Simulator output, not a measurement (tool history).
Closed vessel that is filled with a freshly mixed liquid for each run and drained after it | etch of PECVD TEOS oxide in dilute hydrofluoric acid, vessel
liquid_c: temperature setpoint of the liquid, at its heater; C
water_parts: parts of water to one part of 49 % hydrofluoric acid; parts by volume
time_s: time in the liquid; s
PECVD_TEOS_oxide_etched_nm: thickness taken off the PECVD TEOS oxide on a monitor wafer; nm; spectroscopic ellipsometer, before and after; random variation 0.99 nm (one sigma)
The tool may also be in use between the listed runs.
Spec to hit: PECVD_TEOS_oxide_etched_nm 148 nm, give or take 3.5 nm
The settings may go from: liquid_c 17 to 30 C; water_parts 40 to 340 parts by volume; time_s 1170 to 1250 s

run	hour	liquid_c	water_parts	time_s	PECVD_TEOS_oxide_etched_nm
1	0	22	190	1170	95.098
2	7.4	24	190	1170	102.98
3	14.1	24	125	1170	168.31
4	23.2	24	90	1170	242.72
5	24.6	22	100	1170	195.46
6	25.6	24	100	1170	214.18
7	29.4	24	100	1170	213.93
8	32.7	22	105	1170	186.62
9	40.9	20.5	105	1170	177.01
# hour 46.3: hydrofluoric acid flow meter replaced
10	46.3	19.5	105	1170	152.17

Below are 4 possible settings for the next run. Only one of them brings all results inside the allowed miss of their targets. Which is it?
A	51.7	21	115	1250	?
B	51.7	20	110	1215	?
C	51.7	18	115	1250	?
D	51.7	17	100	1200	?

move	PECVD_TEOS_oxide_etched_nm
A	156.94
B	153.99
C	138.83
D	149.3
A: moves away from the targets compared with the last run
B: moves away from the targets compared with the last run
C: takes the result that was furthest off past its target
D: every result lands within tolerance
D is the move that brings every result within its allowed miss.
